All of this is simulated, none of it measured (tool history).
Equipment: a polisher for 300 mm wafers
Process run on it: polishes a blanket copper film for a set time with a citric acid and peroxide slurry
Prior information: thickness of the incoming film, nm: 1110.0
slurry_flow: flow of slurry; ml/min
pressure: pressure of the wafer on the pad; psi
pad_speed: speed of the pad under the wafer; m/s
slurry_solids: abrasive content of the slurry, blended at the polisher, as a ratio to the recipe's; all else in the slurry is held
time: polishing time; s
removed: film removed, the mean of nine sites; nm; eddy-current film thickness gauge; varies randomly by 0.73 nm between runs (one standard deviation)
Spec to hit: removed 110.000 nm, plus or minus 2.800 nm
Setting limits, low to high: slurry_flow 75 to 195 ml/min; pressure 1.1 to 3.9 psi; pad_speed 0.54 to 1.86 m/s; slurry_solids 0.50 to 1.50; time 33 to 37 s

| run | day | slurry_flow | pressure | pad_speed | slurry_solids | time | removed |
|---|---|---|---|---|---|---|---|
| 1 | 0.000 | 125 | 2.5 | 1.18 | 1.00 | 37 | 85.958 |
| 2 | 0.154 | 130 | 2.6 | 1.18 | 1.00 | 37 | 90.561 |
| 3 | 0.408 | 135 | 2.6 | 1.18 | 1.00 | 37 | 90.498 |
| 4 | 0.679 | 135 | 2.6 | 1.18 | 0.80 | 37 | 86.746 |
| 5 | 0.858 | 140 | 2.7 | 1.18 | 0.80 | 37 | 89.660 |
| 6 | 0.938 | 140 | 2.7 | 0.88 | 0.80 | 37 | 73.557 |
| 7 | 1.175 | 175 | 3.4 | 0.90 | 0.80 | 37 | 94.227 |
| 8 | 1.400 | 175 | 3.5 | 0.90 | 0.80 | 37 | 97.019 |
| 9 | 1.646 | 175 | 3.6 | 0.90 | 0.80 | 37 | 99.975 |
| 10 | 1.983 | 175 | 3.8 | 0.90 | 0.80 | 37 | 105.520 |

Consider the 4 candidate settings below. Which is the only one whose results all fall within their allowed miss of target?
| A | 2.321 | 180 | 3.5 | 1.02 | 0.90 | 35 | ? |
| B | 2.321 | 195 | 3.7 | 1.06 | 0.85 | 36 | ? |
| C | 2.321 | 155 | 3.8 | 0.98 | 0.70 | 36 | ? |
| D | 2.321 | 160 | 3.8 | 0.98 | 0.75 | 37 | ? |

| move | removed |
|---|---|
| A | 104.100 |
| B | 115.410 |
| C | 105.280 |
| D | 110.080 |
A: lands further from the targets than the last run did
B: moves the result that the last run missed by most past its target, out the other side
C: lands further from the targets than the last run did
D: all results in spec
Go with D: it meets all targets.
